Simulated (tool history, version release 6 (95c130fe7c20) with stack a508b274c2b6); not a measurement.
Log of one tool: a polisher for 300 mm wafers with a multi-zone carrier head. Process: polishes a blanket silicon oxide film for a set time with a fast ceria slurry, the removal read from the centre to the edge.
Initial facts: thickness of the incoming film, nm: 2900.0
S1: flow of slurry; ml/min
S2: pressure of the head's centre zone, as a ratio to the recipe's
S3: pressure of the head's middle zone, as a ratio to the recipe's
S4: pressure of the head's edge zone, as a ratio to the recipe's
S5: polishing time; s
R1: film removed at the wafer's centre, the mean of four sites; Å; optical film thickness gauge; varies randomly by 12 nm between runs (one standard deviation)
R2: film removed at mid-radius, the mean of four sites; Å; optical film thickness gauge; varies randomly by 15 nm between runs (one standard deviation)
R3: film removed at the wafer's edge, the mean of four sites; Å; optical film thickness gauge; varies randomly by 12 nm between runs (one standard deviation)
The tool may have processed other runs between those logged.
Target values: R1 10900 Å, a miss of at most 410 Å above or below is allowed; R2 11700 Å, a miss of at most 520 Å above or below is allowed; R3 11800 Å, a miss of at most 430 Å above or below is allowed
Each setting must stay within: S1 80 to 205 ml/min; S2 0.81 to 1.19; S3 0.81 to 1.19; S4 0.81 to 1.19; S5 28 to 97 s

run,hour,S1,S2,S3,S4,S5,R1,R2,R3
1,0,135,1,1,1,62,7866,7944.8,8301.7
2,6.3,145,1.01,1.03,1.04,67,8704.3,9011.3,9125.1
3,7.9,145,1.01,1.03,1.04,54,6946.1,7285.1,7369
4,15.7,145,1.01,1.03,1.04,39,4992.1,5313.9,5310.4
5,21.2,145,1.01,1.03,1.04,28,3636.5,3703.4,3857.7
6,24.7,145,1.01,1.03,1.11,28,3605.7,3762.4,3945.8
7,27.9,145,1.01,1.03,1.11,28,3603.1,3794,3960.4
8,29.4,150,1.01,1.03,1.1,43,5619.8,5839,6061.3
9,34.3,165,1,1.04,1.13,48,6307.5,6986.9,7063.9
10,34.9,175,1.01,1.03,1.14,53,7412.1,7705.4,8133.9
11,37.5,190,1.02,1.13,1.18,71,10354,10955,11030
12,39.3,195,1.01,1.13,1.18,72,10178,11252,11359
13,44.5,195,1.02,1.13,1.18,72,10454,11668,11203
14,50.6,195,1.02,1.11,1.18,72,10472,11401,11239
15,52.7,195,1.02,1.1,1.18,73,10529,11217,11535

Which one of the following 4 next-run settings gets every result inside its allowed miss? There is exactly one.
A,54.8,185,0.9,1.05,1.1,79,?,?,?
B,54.8,190,0.98,1.11,1.19,74,?,?,?
C,54.8,185,1.02,1.09,1.17,78,?,?,?
D,54.8,190,0.95,0.94,1.19,75,?,?,?

move,R1,R2,R3
A,9864,11524,11579
B,10151,11384,11340
C,11052,11733,11794
D,9958.7,10043,11519
A: gets the furthest-off result to its target, but another result is out of tolerance
B: gets the furthest-off result to its target, but another result is out of tolerance
C: meets every target
D: moves away from the targets compared with the last run
So the answer is move C, the one that meets all the targets.
